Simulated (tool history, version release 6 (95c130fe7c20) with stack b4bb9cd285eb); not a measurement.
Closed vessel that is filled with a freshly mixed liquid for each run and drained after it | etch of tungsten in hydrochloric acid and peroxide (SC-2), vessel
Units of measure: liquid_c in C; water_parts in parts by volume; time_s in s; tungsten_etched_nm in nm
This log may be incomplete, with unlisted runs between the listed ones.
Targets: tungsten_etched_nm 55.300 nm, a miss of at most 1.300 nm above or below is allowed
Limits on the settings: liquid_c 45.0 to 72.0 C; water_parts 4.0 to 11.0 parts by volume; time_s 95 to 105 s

run	hour	liquid_c	water_parts	time_s	tungsten_etched_nm
1	0.0	61.0	6.0	95	67.320
2	7.3	60.0	6.0	95	61.939
3	13.9	60.0	6.0	105	69.740
4	21.9	60.0	6.0	95	62.584
5	27.4	60.0	4.0	95	83.971
6	32.2	65.5	4.0	95	116.960
7	34.7	65.5	4.0	95	118.330
8	42.4	57.5	4.0	95	72.001
9	48.6	56.5	4.0	95	67.023

Which single option among these 5 for the next run brings every result within its allowed miss of target? Just one does.
A	54.8	53.0	4.5	95	?
B	54.8	56.0	5.5	100	?
C	54.8	60.5	4.5	100	?
D	54.8	60.0	4.0	95	?
E	54.8	54.0	4.5	95	?

move	tungsten_etched_nm
A	49.019
B	54.325
C	83.378
D	83.164
E	52.325
A: the result that was furthest off in the last run now lies on the other side of its target
B: each result inside its tolerance
C: its largest miss is bigger than the last run's
D: its largest miss is bigger than the last run's
E: the result that was furthest off in the last run now lies on the other side of its target
Go with B: it meets all targets.
